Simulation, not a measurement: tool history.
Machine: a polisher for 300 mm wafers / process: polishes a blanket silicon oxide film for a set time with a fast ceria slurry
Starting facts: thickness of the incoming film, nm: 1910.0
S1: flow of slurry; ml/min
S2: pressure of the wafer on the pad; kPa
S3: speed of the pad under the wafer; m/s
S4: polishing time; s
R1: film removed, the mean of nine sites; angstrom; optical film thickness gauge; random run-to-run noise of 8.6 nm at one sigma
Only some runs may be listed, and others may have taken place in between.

| run | hour | S1 | S2 | S3 | S4 | R1 |
|---|---|---|---|---|---|---|
| 1 | 0 | 145 | 20.7 | 1.22 | 48 | 8434.6 |
| 2 | 4 | 145 | 25.5 | 1.22 | 48 | 10119 |
| 3 | 6.9 | 115 | 25.5 | 1.22 | 48 | 9596.5 |
| 4 | 14.1 | 145 | 25.5 | 1.22 | 48 | 10032 |
| 5 | 15.9 | 145 | 23.4 | 1.2 | 48 | 9267.6 |
| 6 | 24.3 | 170 | 23.4 | 1.2 | 48 | 9194.4 |
| 7 | 27.3 | 170 | 21.4 | 1.18 | 48 | 8558.1 |
| 8 | 35 | 170 | 20 | 1.18 | 48 | 8150.8 |
| 9 | 39.3 | 170 | 18.6 | 1.18 | 48 | 7763.1 |
| 10 | 46.5 | 170 | 17.9 | 1.18 | 48 | 7407.4 |

Predict the results of run 11:
| 11 | 55.3 | 170 | 17.2 | 1.18 | 48 | ? |

{"run 11": {"R1": 7387.3}}

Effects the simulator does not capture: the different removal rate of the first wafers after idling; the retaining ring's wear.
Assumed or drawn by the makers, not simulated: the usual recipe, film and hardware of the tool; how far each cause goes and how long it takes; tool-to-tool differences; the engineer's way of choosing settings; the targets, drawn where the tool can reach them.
